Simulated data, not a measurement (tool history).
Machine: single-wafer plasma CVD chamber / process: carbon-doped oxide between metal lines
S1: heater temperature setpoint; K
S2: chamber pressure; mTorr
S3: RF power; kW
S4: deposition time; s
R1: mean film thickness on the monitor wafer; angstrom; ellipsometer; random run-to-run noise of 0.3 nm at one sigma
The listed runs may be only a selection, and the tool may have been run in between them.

run,hour,S1,S2,S3,S4,R1
1,0.0,613.15,6220,0.515,8.8,473.46
2,5.7,611.15,6330,0.520,8.8,481.26
3,8.6,611.15,6330,0.520,8.4,461.27
4,14.7,611.15,7090,0.520,8.4,462.44
5,21.1,611.15,7090,0.465,8.4,432.69
6,23.6,618.15,7090,0.465,8.4,422.67
7,25.9,616.15,7110,0.485,8.4,436.59
8,29.7,614.15,7130,0.500,8.4,447.08
9,35.6,614.15,7130,0.500,8.4,447.46
10,42.3,612.15,7150,0.515,8.4,455.51
11,49.4,611.15,7120,0.530,8.4,469.88

The next listed run, before its measurement:
12,55.2,609.15,7140,0.540,8.4,?

{"run 12": {"R1": 471.78}}

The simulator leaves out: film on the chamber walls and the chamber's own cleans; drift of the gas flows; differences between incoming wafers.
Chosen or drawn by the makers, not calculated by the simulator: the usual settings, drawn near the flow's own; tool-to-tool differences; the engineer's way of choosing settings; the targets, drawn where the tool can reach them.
